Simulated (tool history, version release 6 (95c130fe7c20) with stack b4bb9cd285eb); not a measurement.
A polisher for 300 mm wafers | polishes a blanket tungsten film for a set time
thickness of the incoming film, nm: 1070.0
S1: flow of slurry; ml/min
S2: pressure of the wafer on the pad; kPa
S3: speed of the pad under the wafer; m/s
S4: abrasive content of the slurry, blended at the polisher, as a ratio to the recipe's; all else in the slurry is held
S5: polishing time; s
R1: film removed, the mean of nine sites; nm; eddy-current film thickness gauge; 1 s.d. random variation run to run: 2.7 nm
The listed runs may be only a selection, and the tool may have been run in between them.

| run | day | S1 | S2 | S3 | S4 | S5 | R1 |
|---|---|---|---|---|---|---|---|
| 1 | 0.000 | 290 | 29.6 | 1.12 | 1.00 | 36 | 186.64 |
| 2 | 0.138 | 290 | 31.0 | 1.12 | 1.00 | 36 | 200.32 |
| 3 | 0.283 | 290 | 31.7 | 1.12 | 1.00 | 36 | 198.10 |
| 4 | 0.542 | 290 | 31.7 | 1.12 | 1.15 | 36 | 204.41 |
| 5 | 0.662 | 290 | 32.4 | 1.12 | 1.15 | 36 | 207.23 |
| 6 | 1.008 | 290 | 33.1 | 1.12 | 1.15 | 36 | 215.29 |

Run 7 is up next; what results do you expect?
| 7 | 1.058 | 290 | 33.8 | 1.12 | 1.15 | 36 | ? |

R1: 218.54 nm
